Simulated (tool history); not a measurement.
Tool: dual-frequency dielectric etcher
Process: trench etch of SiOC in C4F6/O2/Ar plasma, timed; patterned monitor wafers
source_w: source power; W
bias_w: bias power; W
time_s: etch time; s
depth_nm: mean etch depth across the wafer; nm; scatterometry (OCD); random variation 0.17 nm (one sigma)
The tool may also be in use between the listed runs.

{"run": 1, "hour": 0.0, "source_w": 250, "bias_w": 251, "time_s": 15.5, "depth_nm": 30.432}
{"run": 2, "hour": 6.7, "source_w": 230, "bias_w": 242, "time_s": 15.5, "depth_nm": 28.804}
{"run": 3, "hour": 10.3, "source_w": 220, "bias_w": 239, "time_s": 15.5, "depth_nm": 28.407}
{"run": 4, "hour": 17.9, "source_w": 180, "bias_w": 239, "time_s": 15.5, "depth_nm": 27.057}
{"run": 5, "hour": 20.8, "source_w": 180, "bias_w": 234, "time_s": 15.5, "depth_nm": 26.976}
{"run": 6, "hour": 22.3, "source_w": 180, "bias_w": 229, "time_s": 15.5, "depth_nm": 26.442}

Run 7 comes next. What will it give?
{"run": 7, "hour": 25.2, "source_w": 180, "bias_w": 227, "time_s": 15.5, "depth_nm": "?"}

Run 7 gave depth_nm 25.99 nm.
